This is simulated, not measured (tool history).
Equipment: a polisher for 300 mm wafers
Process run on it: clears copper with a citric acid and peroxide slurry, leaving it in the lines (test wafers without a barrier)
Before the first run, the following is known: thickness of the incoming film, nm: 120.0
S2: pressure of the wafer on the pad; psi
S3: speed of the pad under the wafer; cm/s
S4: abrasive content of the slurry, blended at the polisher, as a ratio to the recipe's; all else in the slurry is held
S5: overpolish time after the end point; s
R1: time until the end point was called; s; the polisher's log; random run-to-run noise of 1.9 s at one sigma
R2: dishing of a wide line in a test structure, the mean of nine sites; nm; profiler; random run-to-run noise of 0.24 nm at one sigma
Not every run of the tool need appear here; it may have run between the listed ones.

Run 1, hour 0.0: flow of slurry (ml/min) 260, S2 2.0 psi, S3 88 cm/s, S4 1.00, S5 27 s. Result: R1 104.650 s, R2 22.927 nm.
Run 2, hour 3.5: flow of slurry (ml/min) 205, S2 2.0 psi, S3 88 cm/s, S4 1.00, S5 27 s. Result: R1 112.040 s, R2 21.073 nm.
Run 3, hour 4.1: flow of slurry (ml/min) 205, S2 2.0 psi, S3 88 cm/s, S4 0.90, S5 27 s. Result: R1 116.810 s, R2 21.356 nm.
Run 4, hour 6.2: flow of slurry (ml/min) 205, S2 2.0 psi, S3 108 cm/s, S4 0.90, S5 27 s. Result: R1 95.198 s, R2 24.426 nm.
Run 5, hour 12.5: flow of slurry (ml/min) 210, S2 1.8 psi, S3 108 cm/s, S4 0.95, S5 24 s. Result: R1 101.670 s, R2 21.291 nm.
Run 6, hour 17.0: flow of slurry (ml/min) 215, S2 1.7 psi, S3 108 cm/s, S4 0.95, S5 21 s. Result: R1 104.250 s, R2 17.857 nm.
Run 7, hour 25.9: flow of slurry (ml/min) 215, S2 1.7 psi, S3 108 cm/s, S4 0.95, S5 21 s. Result: R1 107.610 s, R2 17.654 nm.

Run 8 has not been measured yet. What should we expect?
Run 8, hour 32.2: flow of slurry (ml/min) 215, S2 1.5 psi, S3 108 cm/s, S4 0.95, S5 14 s. Result: R1 ?, R2 ?.

{"run 8": {"R1": 117.53, "R2": 11.048}}
